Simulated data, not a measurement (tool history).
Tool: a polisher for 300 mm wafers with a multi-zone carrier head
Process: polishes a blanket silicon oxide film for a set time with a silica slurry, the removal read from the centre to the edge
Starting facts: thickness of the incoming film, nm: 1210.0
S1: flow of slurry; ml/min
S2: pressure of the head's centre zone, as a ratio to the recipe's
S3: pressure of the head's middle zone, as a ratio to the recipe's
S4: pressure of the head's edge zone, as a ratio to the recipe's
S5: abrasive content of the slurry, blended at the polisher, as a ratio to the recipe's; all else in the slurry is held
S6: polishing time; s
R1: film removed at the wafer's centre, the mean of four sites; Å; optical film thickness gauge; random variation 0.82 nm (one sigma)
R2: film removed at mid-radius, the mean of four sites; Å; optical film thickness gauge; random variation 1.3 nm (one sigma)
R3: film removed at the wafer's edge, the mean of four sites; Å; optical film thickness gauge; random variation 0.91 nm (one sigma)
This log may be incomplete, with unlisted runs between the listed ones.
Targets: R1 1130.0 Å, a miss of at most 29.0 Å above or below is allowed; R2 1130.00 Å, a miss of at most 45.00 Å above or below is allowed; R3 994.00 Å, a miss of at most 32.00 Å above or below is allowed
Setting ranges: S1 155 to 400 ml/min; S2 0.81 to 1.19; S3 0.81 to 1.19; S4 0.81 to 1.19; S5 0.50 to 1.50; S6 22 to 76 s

run 1 hour=0.0 | S1=255 S2=1.00 S3=1.00 S4=1.00 S5=1.00 S6=49 | R1=1792.8 R2=1717.10 R3=1767.40
run 2 hour=8.5 | S1=260 S2=1.00 S3=1.02 S4=0.97 S5=0.90 S6=46 | R1=1579.7 R2=1512.10 R3=1509.50
run 3 hour=9.1 | S1=205 S2=1.00 S3=1.02 S4=0.97 S5=0.90 S6=46 | R1=1529.0 R2=1531.60 R3=1488.00
run 4 hour=10.3 | S1=210 S2=1.00 S3=1.03 S4=0.94 S5=0.80 S6=45 | R1=1349.6 R2=1321.20 R3=1302.80
-- hour=13.4 worn pad replaced by a new one
run 5 hour=13.4 | S1=210 S2=1.00 S3=0.99 S4=0.94 S5=0.80 S6=45 | R1=1497.2 R2=1417.60 R3=1431.50
run 6 hour=13.9 | S1=230 S2=1.01 S3=1.03 S4=0.93 S5=0.75 S6=45 | R1=1445.7 R2=1371.60 R3=1339.10
run 7 hour=18.0 | S1=245 S2=1.00 S3=1.05 S4=0.91 S5=0.70 S6=44 | R1=1289.6 R2=1286.60 R3=1211.70
run 8 hour=21.4 | S1=250 S2=1.01 S3=1.06 S4=0.90 S5=0.65 S6=44 | R1=1198.2 R2=1176.40 R3=1116.70
run 9 hour=30.1 | S1=250 S2=1.04 S3=1.14 S4=0.81 S5=0.65 S6=44 | R1=1226.2 R2=1280.30 R3=1052.60
run 10 hour=30.7 | S1=250 S2=1.04 S3=1.13 S4=0.81 S5=0.60 S6=44 | R1=1109.8 R2=1116.00 R3=937.03
run 11 hour=39.4 | S1=255 S2=1.04 S3=1.13 S4=0.82 S5=0.60 S6=44 | R1=1101.5 R2=1133.50 R3=946.98
run 12 hour=40.4 | S1=255 S2=1.04 S3=1.12 S4=0.83 S5=0.60 S6=44 | R1=1101.6 R2=1113.60 R3=965.60
run 13 hour=42.8 | S1=250 S2=1.04 S3=1.11 S4=0.83 S5=0.60 S6=44 | R1=1097.3 R2=1107.50 R3=956.65
run 14 hour=51.1 | S1=250 S2=1.04 S3=1.11 S4=0.84 S5=0.60 S6=44 | R1=1104.4 R2=1135.10 R3=955.67
run 15 hour=58.0 | S1=265 S2=1.04 S3=1.06 S4=0.90 S5=0.60 S6=44 | R1=1097.2 R2=1073.20 R3=971.50
run 16 hour=59.1 | S1=260 S2=1.04 S3=1.07 S4=0.89 S5=0.60 S6=44 | R1=1095.2 R2=1065.90 R3=981.54

Which of these 5 next moves meets every target?
run A hour=60.2 | S1=310 S2=0.98 S3=1.13 S4=0.88 S5=0.90 S6=28 | R1=? R2=? R3=?
run B hour=60.2 | S1=365 S2=1.05 S3=0.98 S4=0.93 S5=0.60 S6=42 | R1=? R2=? R3=?
run C hour=60.2 | S1=295 S2=1.05 S3=1.11 S4=0.88 S5=0.60 S6=44 | R1=? R2=? R3=?
run D hour=60.2 | S1=300 S2=1.00 S3=0.96 S4=0.98 S5=0.60 S6=44 | R1=? R2=? R3=?
run E hour=60.2 | S1=275 S2=0.97 S3=0.99 S4=0.95 S5=0.55 S6=50 | R1=? R2=? R3=?

move=A R1=1043.4 R2=1153.80 R3=977.06
move=B R1=1090.9 R2=996.28 R3=976.48
move=C R1=1123.8 R2=1141.90 R3=983.49
move=D R1=1070.4 R2=1011.10 R3=1037.20
move=E R1=1012.7 R2=1013.10 R3=998.92
A: brings the result that was furthest off to its target, and leaves another outside
B: its largest miss is bigger than the last run's
C: all results in spec
D: its largest miss is bigger than the last run's
E: its largest miss is bigger than the last run's
So the answer is move C, the one that meets all the targets.

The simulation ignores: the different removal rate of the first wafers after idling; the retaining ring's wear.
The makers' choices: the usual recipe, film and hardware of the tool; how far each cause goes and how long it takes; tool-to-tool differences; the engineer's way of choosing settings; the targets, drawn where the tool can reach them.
